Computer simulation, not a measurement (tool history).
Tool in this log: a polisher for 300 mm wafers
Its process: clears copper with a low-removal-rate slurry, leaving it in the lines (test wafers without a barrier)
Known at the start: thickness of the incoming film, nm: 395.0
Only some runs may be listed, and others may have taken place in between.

run  hour  flow of slurry (ml/min)  pressure of the wafer on the pad (psi)  speed of the pad under the wafer (cm/s)  abrasive content of the slurry  overpolish time after the end point (s)  time until the end point was called (s)  dishing of a wide line in a test structure (nm)
  1     0                      165                                     2.8                                       94                               1                                       28                                   172.81                                           34.575
  2   8.5                      190                                     2.8                                       94                               1                                       28                                   167.62                                           34.322
  3  15.6                      190                                     2.8                                       94                               1                                       23                                    170.8                                           31.085
  4  20.3                      210                                     2.8                                       94                               1                                       23                                   166.46                                           31.114
  5  25.9                      210                                     2.8                                       72                               1                                       23                                   215.64                                            26.28
  6  32.8                      210                                     2.8                                       54                               1                                       23                                   283.49                                           19.973
  7  41.5                      195                                     2.5                                       54                               1                                       31                                      317                                           23.878
  8  45.5                      185                                     2.3                                       54                               1                                       34                                   352.48                                           24.142
  9  46.2                      175                                     2.2                                       54                               1                                       36                                   369.35                                           24.818
 10  49.2                      165                                     2.1                                       54                               1                                       38                                   388.43                                           23.584

Forecast run 11:
 11  56.1                      150                                     1.8                                       52                               1                                       51                                        ?                                                ?

time until the end point was called (s): 487.53
dishing of a wide line in a test structure (nm): 24.454
